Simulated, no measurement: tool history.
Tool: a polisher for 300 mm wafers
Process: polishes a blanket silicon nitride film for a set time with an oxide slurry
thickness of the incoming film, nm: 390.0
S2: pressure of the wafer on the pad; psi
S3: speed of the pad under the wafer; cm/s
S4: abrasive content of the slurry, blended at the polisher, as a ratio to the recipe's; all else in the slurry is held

run 1 hour=0 | flow_of_slurry_(ml/min)=120 S2=3.1 S3=88 S4=1 polishing_time_(s)=42 | film_removed_(nm)=20.358
run 2 hour=7.7 | flow_of_slurry_(ml/min)=100 S2=3.1 S3=88 S4=1 polishing_time_(s)=42 | film_removed_(nm)=19.129
run 3 hour=15.3 | flow_of_slurry_(ml/min)=95 S2=2.8 S3=88 S4=1 polishing_time_(s)=42 | film_removed_(nm)=17.198
run 4 hour=23 | flow_of_slurry_(ml/min)=90 S2=2.5 S3=88 S4=1 polishing_time_(s)=42 | film_removed_(nm)=15.661
run 5 hour=28.7 | flow_of_slurry_(ml/min)=85 S2=2.3 S3=88 S4=1 polishing_time_(s)=42 | film_removed_(nm)=14.581
run 6 hour=36.7 | flow_of_slurry_(ml/min)=85 S2=2.1 S3=88 S4=1 polishing_time_(s)=42 | film_removed_(nm)=13.662

The next listed run, before its measurement:
run 7 hour=42.1 | flow_of_slurry_(ml/min)=85 S2=2 S3=88 S4=1 polishing_time_(s)=42 | film_removed_(nm)=?

Run 7 gave film removed (nm) 13.184.
